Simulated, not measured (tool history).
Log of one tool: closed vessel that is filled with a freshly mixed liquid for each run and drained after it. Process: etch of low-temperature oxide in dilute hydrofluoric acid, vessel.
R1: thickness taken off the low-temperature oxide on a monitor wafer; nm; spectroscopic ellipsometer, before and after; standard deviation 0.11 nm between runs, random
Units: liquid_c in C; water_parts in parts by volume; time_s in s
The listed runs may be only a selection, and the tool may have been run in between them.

run 1 hour=0.0 | liquid_c=24.0 water_parts=285 time_s=155 | R1=9.5709
run 2 hour=2.5 | liquid_c=24.0 water_parts=285 time_s=165 | R1=10.0740
run 3 hour=9.9 | liquid_c=24.0 water_parts=325 time_s=165 | R1=8.5493
run 4 hour=12.5 | liquid_c=24.0 water_parts=280 time_s=165 | R1=10.4710
run 5 hour=14.2 | liquid_c=24.0 water_parts=280 time_s=165 | R1=10.4500
run 6 hour=17.8 | liquid_c=25.5 water_parts=265 time_s=165 | R1=11.7750
run 7 hour=20.0 | liquid_c=26.5 water_parts=250 time_s=165 | R1=13.1450

Predict the results of run 8:
run 8 hour=27.4 | liquid_c=27.5 water_parts=240 time_s=165 | R1=?

R1: 14.4120 nm
